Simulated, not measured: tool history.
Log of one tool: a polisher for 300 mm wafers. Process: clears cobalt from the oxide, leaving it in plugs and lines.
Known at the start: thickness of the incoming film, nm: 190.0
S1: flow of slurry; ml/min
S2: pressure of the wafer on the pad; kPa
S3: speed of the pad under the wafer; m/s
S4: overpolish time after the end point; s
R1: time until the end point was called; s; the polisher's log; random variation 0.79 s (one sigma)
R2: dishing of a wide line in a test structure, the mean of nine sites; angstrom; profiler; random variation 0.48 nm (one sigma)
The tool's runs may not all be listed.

run 1 day=0.000 | S1=135 S2=13.1 S3=1.12 S4=15 | R1=37.156 R2=410.35
run 2 day=0.092 | S1=135 S2=13.1 S3=1.12 S4=10 | R1=35.759 R2=336.52
run 3 day=0.338 | S1=135 S2=13.1 S3=1.12 S4=5 | R1=37.551 R2=202.06
run 4 day=0.533 | S1=135 S2=16.5 S3=1.12 S4=5 | R1=29.402 R2=244.81
run 5 day=0.583 | S1=130 S2=13.8 S3=1.10 S4=8 | R1=36.119 R2=291.47
run 6 day=0.767 | S1=160 S2=13.8 S3=1.10 S4=8 | R1=34.461 R2=305.87
run 7 day=0.812 | S1=145 S2=11.7 S3=1.08 S4=10 | R1=41.717 R2=307.58
run 8 day=0.917 | S1=135 S2=10.3 S3=1.06 S4=11 | R1=48.697 R2=290.82
run 9 day=1.029 | S1=125 S2=9.7 S3=1.06 S4=12 | R1=53.370 R2=297.34
run 10 day=1.175 | S1=120 S2=9.7 S3=1.06 S4=12 | R1=53.552 R2=287.89

Forecast run 11:
run 11 day=1.508 | S1=115 S2=9.7 S3=1.06 S4=12 | R1=? R2=?

Run 11 gave R1 55.187 s, R2 296.35 angstrom.

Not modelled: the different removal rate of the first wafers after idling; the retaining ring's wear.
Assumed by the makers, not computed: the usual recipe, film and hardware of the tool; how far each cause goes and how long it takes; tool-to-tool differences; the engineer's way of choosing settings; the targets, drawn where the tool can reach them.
